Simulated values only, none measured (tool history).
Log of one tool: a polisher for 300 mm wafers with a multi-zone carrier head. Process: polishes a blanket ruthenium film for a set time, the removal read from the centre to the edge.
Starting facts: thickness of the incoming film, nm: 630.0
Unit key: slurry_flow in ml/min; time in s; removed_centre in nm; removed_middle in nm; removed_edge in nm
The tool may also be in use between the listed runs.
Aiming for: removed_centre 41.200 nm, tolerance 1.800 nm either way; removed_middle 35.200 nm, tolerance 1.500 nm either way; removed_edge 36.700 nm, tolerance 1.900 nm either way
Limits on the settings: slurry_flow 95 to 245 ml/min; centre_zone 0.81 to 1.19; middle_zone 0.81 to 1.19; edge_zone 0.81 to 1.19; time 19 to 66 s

run 1 day=0.000 | slurry_flow=155 centre_zone=1.00 middle_zone=1.00 edge_zone=1.00 time=42 | removed_centre=28.941 removed_middle=28.736 removed_edge=28.943
run 2 day=0.104 | slurry_flow=135 centre_zone=1.00 middle_zone=1.00 edge_zone=1.00 time=42 | removed_centre=27.224 removed_middle=27.692 removed_edge=27.748
run 3 day=0.450 | slurry_flow=155 centre_zone=1.02 middle_zone=1.00 edge_zone=1.02 time=43 | removed_centre=30.097 removed_middle=29.436 removed_edge=29.543
run 4 day=0.500 | slurry_flow=155 centre_zone=1.02 middle_zone=1.00 edge_zone=1.10 time=43 | removed_centre=29.852 removed_middle=29.250 removed_edge=30.477
run 5 day=0.754 | slurry_flow=155 centre_zone=1.02 middle_zone=1.00 edge_zone=1.10 time=39 | removed_centre=27.358 removed_middle=26.790 removed_edge=27.851
run 6 day=1.092 | slurry_flow=155 centre_zone=1.08 middle_zone=1.00 edge_zone=1.10 time=39 | removed_centre=28.715 removed_middle=26.472 removed_edge=27.356
run 7 day=1.433 | slurry_flow=170 centre_zone=1.09 middle_zone=1.00 edge_zone=1.11 time=41 | removed_centre=31.194 removed_middle=28.147 removed_edge=29.259
run 8 day=1.617 | slurry_flow=180 centre_zone=1.10 middle_zone=1.00 edge_zone=1.12 time=43 | removed_centre=32.754 removed_middle=29.720 removed_edge=31.074
run 9 day=1.896 | slurry_flow=185 centre_zone=1.12 middle_zone=1.00 edge_zone=1.13 time=44 | removed_centre=34.602 removed_middle=30.968 removed_edge=33.217

Which of these 5 next moves meets every target?
run A day=2.175 | slurry_flow=120 centre_zone=1.18 middle_zone=0.82 edge_zone=1.03 time=54 | removed_centre=? removed_middle=? removed_edge=?
run B day=2.175 | slurry_flow=215 centre_zone=1.17 middle_zone=0.86 edge_zone=0.95 time=49 | removed_centre=? removed_middle=? removed_edge=?
run C day=2.175 | slurry_flow=165 centre_zone=1.18 middle_zone=1.03 edge_zone=1.10 time=50 | removed_centre=? removed_middle=? removed_edge=?
run D day=2.175 | slurry_flow=245 centre_zone=1.19 middle_zone=0.89 edge_zone=1.02 time=46 | removed_centre=? removed_middle=? removed_edge=?
run E day=2.175 | slurry_flow=200 centre_zone=1.17 middle_zone=0.83 edge_zone=1.13 time=49 | removed_centre=? removed_middle=? removed_edge=?

move=A removed_centre=41.254 removed_middle=32.040 removed_edge=36.282
move=B removed_centre=42.245 removed_middle=33.392 removed_edge=34.382
move=C removed_centre=41.475 removed_middle=35.861 removed_edge=36.465
move=D removed_centre=41.114 removed_middle=32.434 removed_edge=33.814
move=E removed_centre=41.749 removed_middle=32.459 removed_edge=37.162
A: gets the furthest-off result to its target, but another result is out of tolerance
B: gets the furthest-off result to its target, but another result is out of tolerance
C: in spec on every target
D: gets the furthest-off result to its target, but another result is out of tolerance
E: gets the furthest-off result to its target, but another result is out of tolerance
The right move is C.
